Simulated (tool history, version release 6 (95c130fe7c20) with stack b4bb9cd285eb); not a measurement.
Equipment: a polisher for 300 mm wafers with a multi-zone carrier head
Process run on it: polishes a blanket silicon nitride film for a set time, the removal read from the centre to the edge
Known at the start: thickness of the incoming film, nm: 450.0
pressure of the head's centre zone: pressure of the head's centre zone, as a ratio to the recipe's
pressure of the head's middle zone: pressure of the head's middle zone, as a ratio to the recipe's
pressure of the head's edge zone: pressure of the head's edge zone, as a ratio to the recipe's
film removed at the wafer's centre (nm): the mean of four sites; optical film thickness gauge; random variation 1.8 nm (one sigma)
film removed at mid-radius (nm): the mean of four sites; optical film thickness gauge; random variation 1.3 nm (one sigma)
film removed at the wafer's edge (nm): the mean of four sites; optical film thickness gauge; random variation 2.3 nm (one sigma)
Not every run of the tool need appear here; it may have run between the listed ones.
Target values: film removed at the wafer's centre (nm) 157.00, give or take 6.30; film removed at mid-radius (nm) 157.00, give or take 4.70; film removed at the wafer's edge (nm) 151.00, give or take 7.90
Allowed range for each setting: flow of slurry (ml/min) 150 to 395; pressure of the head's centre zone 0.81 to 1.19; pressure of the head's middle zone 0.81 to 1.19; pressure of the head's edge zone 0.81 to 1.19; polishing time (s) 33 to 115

run,hour,flow of slurry (ml/min),pressure of the head's centre zone,pressure of the head's middle zone,pressure of the head's edge zone,polishing time (s),film removed at the wafer's centre (nm),film removed at mid-radius (nm),film removed at the wafer's edge (nm)
1,0.0,250,1.00,1.00,1.00,73,127.58,131.14,127.67
2,1.5,255,1.02,1.02,1.02,74,129.26,135.48,129.33
3,2.9,255,1.02,1.02,0.96,74,130.42,134.80,128.98
4,8.1,260,1.03,1.02,0.96,76,133.02,138.91,132.07
5,15.0,260,1.03,1.02,0.96,92,162.75,167.05,160.95
6,20.3,310,1.03,1.02,0.96,92,169.75,171.07,157.14
7,25.4,305,1.02,1.01,0.96,91,164.56,165.67,159.47
8,28.0,305,1.02,1.01,0.96,90,163.61,166.26,156.92

Of the 4 settings listed for the next run, only one would bring every result within its allowed miss of target. Which one?
A,30.6,335,0.89,1.00,0.97,93,?,?,?
B,30.6,325,1.02,1.06,0.95,87,?,?,?
C,30.6,255,0.88,0.97,0.93,97,?,?,?
D,30.6,325,1.01,0.99,0.95,86,?,?,?

move,film removed at the wafer's centre (nm),film removed at mid-radius (nm),film removed at the wafer's edge (nm)
A,160.52,172.41,163.08
B,162.39,168.92,150.90
C,161.01,170.23,163.77
D,159.49,157.59,149.30
A: lands further from the targets than the last run did
B: lands further from the targets than the last run did
C: lands further from the targets than the last run did
D: all results in spec
Go with D: it meets all targets.
